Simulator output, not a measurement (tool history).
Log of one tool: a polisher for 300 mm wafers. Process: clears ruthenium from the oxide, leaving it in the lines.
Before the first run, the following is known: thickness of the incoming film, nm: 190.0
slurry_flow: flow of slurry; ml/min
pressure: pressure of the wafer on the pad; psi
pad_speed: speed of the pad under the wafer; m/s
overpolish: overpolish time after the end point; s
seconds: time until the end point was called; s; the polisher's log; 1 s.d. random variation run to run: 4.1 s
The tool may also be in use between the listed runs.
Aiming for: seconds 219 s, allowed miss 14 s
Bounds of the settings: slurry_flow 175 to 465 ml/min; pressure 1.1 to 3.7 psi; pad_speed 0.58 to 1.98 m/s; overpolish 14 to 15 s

run    day  slurry_flow  pressure  pad_speed  overpolish  seconds
  1      0          295       2.4       1.28          14   95.794
  2  0.196          295       2.4       1.28          15   96.091
  3  0.525          360       2.4       1.28          15   95.656
  4  0.671          360       2.7       1.28          15   86.286
  5    0.8          300       2.7       1.28          15   87.643
  6  1.175          300       2.7       1.28          15   87.592
  7  1.371          300       2.5        1.2          15   99.542
  8  1.608          300       2.3       1.14          15   117.13
  9   1.65          300       2.2       1.12          15   121.37
 10  1.962          300       2.2       1.12          15   125.16
 11  2.171          300       2.1        1.1          15   125.29
 12  2.342          300         2       1.06          15   136.64
 13  2.683          300       1.9       1.04          15   151.49

4 candidate next runs follow, results not yet known. Just one meets every target within its allowed miss. Identify it.
  A  3.025          310       1.5        0.7          14        ?
  B  3.025          295       1.4       0.88          14        ?
  C  3.025          250       1.8        0.6          14        ?
  D  3.025          285       1.4       0.72          14        ?

move  seconds
   A   255.57
   B   220.91
   C   256.66
   D    266.1
A: carries the result that was furthest off beyond its target, to the other side
B: hits every target within its allowed miss
C: carries the result that was furthest off beyond its target, to the other side
D: carries the result that was furthest off beyond its target, to the other side
Go with B: it meets all targets.
